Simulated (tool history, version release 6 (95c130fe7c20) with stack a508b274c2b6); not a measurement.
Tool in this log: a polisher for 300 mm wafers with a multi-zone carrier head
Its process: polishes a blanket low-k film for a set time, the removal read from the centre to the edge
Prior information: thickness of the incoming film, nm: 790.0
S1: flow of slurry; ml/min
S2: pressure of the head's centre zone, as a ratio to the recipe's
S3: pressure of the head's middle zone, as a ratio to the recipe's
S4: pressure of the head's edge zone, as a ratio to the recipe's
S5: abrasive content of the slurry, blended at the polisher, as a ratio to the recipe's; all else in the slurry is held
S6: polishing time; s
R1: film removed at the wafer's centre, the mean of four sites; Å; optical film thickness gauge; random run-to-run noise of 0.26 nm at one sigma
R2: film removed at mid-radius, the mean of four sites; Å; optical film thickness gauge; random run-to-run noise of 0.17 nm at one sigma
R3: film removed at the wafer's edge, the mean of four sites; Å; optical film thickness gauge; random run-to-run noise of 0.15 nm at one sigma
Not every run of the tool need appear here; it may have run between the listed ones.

run 1 day=0 | S1=315 S2=1 S3=1 S4=1 S5=1 S6=81 | R1=418.76 R2=419.37 R3=417.12
run 2 day=0.275 | S1=320 S2=1.01 S3=1.03 S4=0.96 S5=0.85 S6=75 | R1=380.04 R2=374.97 R3=352.2
run 3 day=0.396 | S1=320 S2=0.99 S3=1.04 S4=0.93 S5=0.75 S6=71 | R1=324.83 R2=338.46 R3=318.9
run 4 day=0.704 | S1=320 S2=0.99 S3=1.04 S4=1 S5=0.75 S6=71 | R1=328.24 R2=335.27 R3=325.17
run 5 day=0.938 | S1=325 S2=1 S3=1.07 S4=0.96 S5=0.7 S6=68 | R1=308.99 R2=321.84 R3=297.74
run 6 day=1.138 | S1=325 S2=1 S3=1.07 S4=0.96 S5=0.7 S6=78 | R1=350.97 R2=371.37 R3=341.88
run 7 day=1.454 | S1=330 S2=1.01 S3=1.09 S4=0.93 S5=0.65 S6=73 | R1=326.32 R2=344.04 R3=306.66

Predict the results of run 8:
run 8 day=1.746 | S1=330 S2=1.01 S3=1.09 S4=0.93 S5=0.65 S6=73 | R1=? R2=? R3=?

R1: 326.26 Å
R2: 342.07 Å
R3: 309.6 Å
